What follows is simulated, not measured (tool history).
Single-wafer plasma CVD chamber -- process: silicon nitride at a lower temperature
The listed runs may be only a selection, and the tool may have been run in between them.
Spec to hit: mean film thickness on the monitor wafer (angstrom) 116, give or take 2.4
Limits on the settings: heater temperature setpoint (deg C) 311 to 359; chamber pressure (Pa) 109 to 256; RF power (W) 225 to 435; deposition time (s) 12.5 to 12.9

run,hour,heater temperature setpoint (deg C),chamber pressure (Pa),RF power (W),deposition time (s),mean film thickness on the monitor wafer (angstrom)
1,0,335,183,330,12.5,149.27
2,7.3,335,175,320,12.5,144.97
3,11.2,335,168,310,12.5,140.43
4,15.1,335,168,270,12.5,129.77
5,20.5,341,168,270,12.5,129.11
6,25.1,341,168,270,12.9,133.52
7,29.5,341,163,265,12.9,131.18
8,30.9,341,157,260,12.9,127.91
9,33.6,341,153,260,12.9,126.72
10,37.4,341,149,260,12.9,125.26
11,40.4,341,147,260,12.9,124.46
12,41.8,341,144,260,12.9,123.74
13,47.1,341,141,260,12.9,123.24
14,54.1,341,139,260,12.9,121.87
15,58.6,341,136,260,12.9,121.07
16,60.9,341,135,260,12.9,120.09
17,64.5,341,133,260,12.9,119.25
18,70.7,341,132,260,12.9,119.33
19,78.8,341,117,255,12.9,111.26
20,87.6,341,119,255,12.9,112.49
21,95.8,341,135,260,12.9,120.14
22,103.8,341,133,260,12.9,119.73
23,106.5,341,132,260,12.9,119.62
24,114.9,341,131,260,12.9,118.47

Of the 5 settings listed for the next run, only one would bring every result within its allowed miss of target. Which one?
A,123.3,340,121,285,12.5,?
B,123.3,342,155,240,12.9,?
C,123.3,349,144,260,12.7,?
D,123.3,352,125,285,12.9,?
E,123.3,341,144,230,12.5,?

move,mean film thickness on the monitor wafer (angstrom)
A,117.06
B,121.52
C,121.4
D,122.14
E,111.88
A: every result within its allowed miss
B: further off than the last run
C: further off than the last run
D: further off than the last run
E: takes the result that was furthest off past its target
A meets every target.

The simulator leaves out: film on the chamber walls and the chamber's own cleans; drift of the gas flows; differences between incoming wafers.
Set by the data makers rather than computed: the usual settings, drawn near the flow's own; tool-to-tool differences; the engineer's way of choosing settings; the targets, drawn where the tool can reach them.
